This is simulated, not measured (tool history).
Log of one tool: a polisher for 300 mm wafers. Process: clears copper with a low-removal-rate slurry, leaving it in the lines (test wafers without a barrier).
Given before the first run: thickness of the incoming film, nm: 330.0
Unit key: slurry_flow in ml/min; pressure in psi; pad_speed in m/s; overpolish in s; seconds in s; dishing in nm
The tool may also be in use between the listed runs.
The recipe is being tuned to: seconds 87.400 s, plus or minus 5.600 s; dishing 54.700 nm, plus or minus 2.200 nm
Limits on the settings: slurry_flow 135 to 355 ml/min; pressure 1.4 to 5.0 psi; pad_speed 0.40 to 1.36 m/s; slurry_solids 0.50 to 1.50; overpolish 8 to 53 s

run  hour  slurry_flow  pressure  pad_speed  slurry_solids  overpolish  seconds  dishing
  1   0.0          225       3.2       0.88           1.00          27  107.220   45.044
  2   2.4          225       3.2       0.88           1.15          27  105.890   45.741
  3  11.3          225       3.2       0.72           1.15          27  121.350   42.408
  4  12.7          250       3.2       0.72           1.15          27  120.960   43.080
  5  19.1          250       3.2       0.72           1.15          34  118.090   48.670
  6  22.0          250       3.2       0.72           1.05          34  123.750   47.601
  7  24.5          255       4.1       0.76           1.05          30   97.263   51.913
  8  27.0          255       4.2       0.76           1.05          30   96.236   50.838
  9  31.0          255       4.3       0.76           1.05          30   91.809   51.334

Exercise: of the 5 proposed moves below, exactly one satisfies all targets within the stated allowed misses. Which move is it?
  A  35.0          270       4.9       0.82           1.15          36        ?        ?
  B  35.0          285       4.3       0.82           1.00          37        ?        ?
  C  35.0          275       4.5       0.86           0.70          32        ?        ?
  D  35.0          280       5.0       0.56           1.30          25        ?        ?
  E  35.0          230       5.0       0.86           1.05          26        ?        ?

move  seconds  dishing
   A   77.620   62.517
   B   88.298   59.700
   C   89.290   55.847
   D   94.002   47.884
   E   76.845   54.550
A: takes the result that was furthest off past its target
B: takes the result that was furthest off past its target
C: every result within its allowed miss
D: the biggest miss grows against the last run
E: brings the result that was furthest off to its target, and leaves another outside
The right move is C.
